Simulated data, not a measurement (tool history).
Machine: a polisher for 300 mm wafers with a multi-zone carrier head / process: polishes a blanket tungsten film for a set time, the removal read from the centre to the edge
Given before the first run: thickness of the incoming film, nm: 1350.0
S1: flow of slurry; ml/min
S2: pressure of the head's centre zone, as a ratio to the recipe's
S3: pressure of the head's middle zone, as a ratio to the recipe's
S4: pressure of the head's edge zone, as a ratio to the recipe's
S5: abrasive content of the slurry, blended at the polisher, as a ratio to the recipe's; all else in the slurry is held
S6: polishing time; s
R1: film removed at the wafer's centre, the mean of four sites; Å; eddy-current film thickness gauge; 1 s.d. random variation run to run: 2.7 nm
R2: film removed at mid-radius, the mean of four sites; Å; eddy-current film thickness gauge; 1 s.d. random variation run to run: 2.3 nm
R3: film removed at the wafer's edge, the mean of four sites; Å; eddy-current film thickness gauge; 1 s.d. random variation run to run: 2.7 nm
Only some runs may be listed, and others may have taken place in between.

Run 1, hour 0: S1 155 ml/min, S2 1, S3 1, S4 1, S5 1, S6 44 s. Result: R1 1536.3 Å, R2 1569.7 Å, R3 1525.9 Å.
Run 2, hour 5.9: S1 155 ml/min, S2 1.05, S3 1, S4 1, S5 1, S6 44 s. Result: R1 1570.9 Å, R2 1566.7 Å, R3 1517.8 Å.
Run 3, hour 8.8: S1 155 ml/min, S2 1.05, S3 1, S4 1, S5 0.85, S6 44 s. Result: R1 1511.2 Å, R2 1467.1 Å, R3 1471.8 Å.
Run 4, hour 10: S1 155 ml/min, S2 0.98, S3 1, S4 1, S5 0.85, S6 44 s. Result: R1 1443.2 Å, R2 1518.8 Å, R3 1498.5 Å.
Run 5, hour 18.1: S1 160 ml/min, S2 1, S3 1.01, S4 1.01, S5 0.95, S6 45 s. Result: R1 1525.8 Å, R2 1596.1 Å, R3 1580.6 Å.
Run 6, hour 21: S1 140 ml/min, S2 1, S3 1.01, S4 1.01, S5 0.95, S6 45 s. Result: R1 1506.6 Å, R2 1570.2 Å, R3 1540.6 Å.
Run 7, hour 22.9: S1 185 ml/min, S2 1.1, S3 1.11, S4 1.07, S5 1.2, S6 48 s. Result: R1 1948.1 Å, R2 1938.9 Å, R3 1901.6 Å.
Run 8, hour 29.4: S1 185 ml/min, S2 1.1, S3 1.11, S4 1.07, S5 1.2, S6 48 s. Result: R1 1916.3 Å, R2 1939.1 Å, R3 1840.2 Å.
Run 9, hour 37.4: S1 190 ml/min, S2 1.11, S3 1.12, S4 1.07, S5 1.2, S6 48 s. Result: R1 1921 Å, R2 1981.1 Å, R3 1808.5 Å.

Estimate the outcome of run 10 from the log above:
Run 10, hour 38.5: S1 190 ml/min, S2 1.12, S3 1.12, S4 1.07, S5 1.2, S6 48 s. Result: R1 ?, R2 ?, R3 ?.

Logged for run 10: R1 1938.9 Å, R2 1988.4 Å, R3 1865.2 Å.
